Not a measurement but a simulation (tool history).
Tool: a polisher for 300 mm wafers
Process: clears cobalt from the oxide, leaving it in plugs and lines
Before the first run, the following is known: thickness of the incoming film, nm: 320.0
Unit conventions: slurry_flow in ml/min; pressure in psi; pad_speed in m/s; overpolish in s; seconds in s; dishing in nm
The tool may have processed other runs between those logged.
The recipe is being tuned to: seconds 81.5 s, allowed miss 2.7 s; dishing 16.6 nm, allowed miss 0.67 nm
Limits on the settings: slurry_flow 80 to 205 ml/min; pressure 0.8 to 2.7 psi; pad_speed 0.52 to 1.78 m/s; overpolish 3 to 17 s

run	hour	slurry_flow	pressure	pad_speed	overpolish	seconds	dishing
1	0	135	1.7	1.14	9	68.846	26.921
2	5.4	135	1.6	1.14	8	71.709	24.809
3	8.5	135	1.6	1	8	82.195	22.813
4	16.1	140	1.6	0.98	7	81.751	21.018
5	19.4	145	1.6	0.98	6	82.879	18.87
6	25.8	145	1.6	0.74	6	107.02	15.442
7	30.9	150	1.7	0.74	6	100.59	16.152
# hour 33.2: slurry nozzle cleaned
8	33.2	155	1.8	0.74	6	88.332	17.497
9	34.4	160	1.8	0.74	6	87.103	18.011
10	41.2	165	1.8	0.74	6	89.116	17.99
11	42.9	165	2	0.74	3	80.37	11.026
12	49.7	170	1.9	0.76	3	79.98	10.855
13	53.9	150	2	0.72	7	82.827	20.723

Exercise: of the 4 proposed moves below, exactly one satisfies all targets within the stated allowed misses. Which move is it?
A	58.1	160	2.6	0.58	4	?	?
B	58.1	170	1.9	0.72	9	?	?
C	58.1	180	2.3	0.62	10	?	?
D	58.1	175	1.4	0.98	5	?	?

move	seconds	dishing
A	79.722	14.33
B	85.58	23.94
C	82.365	25.941
D	82.91	16.495
A: moves the result that the last run missed by most past its target, out the other side
B: the biggest miss grows against the last run
C: the biggest miss grows against the last run
D: in spec on every target
Correct choice: D, which meets every target
